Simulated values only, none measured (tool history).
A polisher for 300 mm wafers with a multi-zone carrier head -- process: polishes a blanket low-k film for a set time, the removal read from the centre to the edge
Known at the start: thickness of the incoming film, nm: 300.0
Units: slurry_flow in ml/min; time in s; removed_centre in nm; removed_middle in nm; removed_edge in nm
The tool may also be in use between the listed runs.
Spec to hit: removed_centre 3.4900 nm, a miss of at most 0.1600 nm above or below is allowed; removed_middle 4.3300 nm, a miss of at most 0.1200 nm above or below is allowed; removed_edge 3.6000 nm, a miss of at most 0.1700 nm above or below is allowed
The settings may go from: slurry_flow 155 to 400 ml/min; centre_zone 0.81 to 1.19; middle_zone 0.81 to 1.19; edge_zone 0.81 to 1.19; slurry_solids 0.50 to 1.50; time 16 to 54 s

run  hour  slurry_flow  centre_zone  middle_zone  edge_zone  slurry_solids  time  removed_centre  removed_middle  removed_edge
  1   0.0          255         1.00         1.00       1.00           1.00    35          5.9968          5.9518        5.9456
  2   4.8          255         1.00         1.00       1.00           1.00    28          4.7729          4.8057        4.8495
  3  11.4          255         0.98         1.02       0.97           0.90    28          4.3664          4.5258        4.3512
  4  17.9          250         0.95         1.03       0.94           0.90    28          4.2855          4.6022        4.2583
  5  24.5          250         0.95         1.03       0.94           0.90    32          4.8618          5.2825        4.9326
  6  28.5          250         0.93         1.04       0.92           0.80    32          4.3596          4.9351        4.4969
  7  31.9          250         0.92         1.05       0.90           0.75    32          4.2209          4.7577        4.3286
  8  38.1          250         0.91         1.06       0.88           0.70    32          3.9096          4.4918        4.1020
     43.4  -- worn pad replaced by a new one
  9  43.4          245         0.92         1.16       0.81           0.60    31          3.7495          4.6381        3.6946
 10  44.7          240         0.91         1.15       0.81           0.60    31          3.8220          4.6412        3.7563
 11  47.2          240         0.90         1.15       0.81           0.60    31          3.7601          4.6187        3.7165
 12  54.4          240         0.89         1.14       0.81           0.60    31          3.7054          4.5908        3.6013

5 candidate next runs follow, results not yet known. Just one meets every target within its allowed miss. Identify it.
  A  61.6          230         0.88         1.12       0.84           0.60    30               ?               ?             ?
  B  61.6          275         0.83         1.19       0.84           0.65    28               ?               ?             ?
  C  61.6          225         0.87         1.17       0.81           0.85    24               ?               ?             ?
  D  61.6          250         0.98         1.06       0.87           0.60    30               ?               ?             ?
  E  61.6          165         0.93         1.07       0.89           0.60    31               ?               ?             ?

move  removed_centre  removed_middle  removed_edge
   A          3.4939          4.3378        3.5821
   B          3.3838          4.6833        3.6456
   C          3.6039          4.7000        3.6788
   D          3.9420          4.1831        3.6731
   E          3.5748          4.0640        3.6408
A: each result inside its tolerance
B: lands further from the targets than the last run did
C: lands further from the targets than the last run did
D: pushes the last run's worst result past its target
E: pushes the last run's worst result past its target
The right move is A.

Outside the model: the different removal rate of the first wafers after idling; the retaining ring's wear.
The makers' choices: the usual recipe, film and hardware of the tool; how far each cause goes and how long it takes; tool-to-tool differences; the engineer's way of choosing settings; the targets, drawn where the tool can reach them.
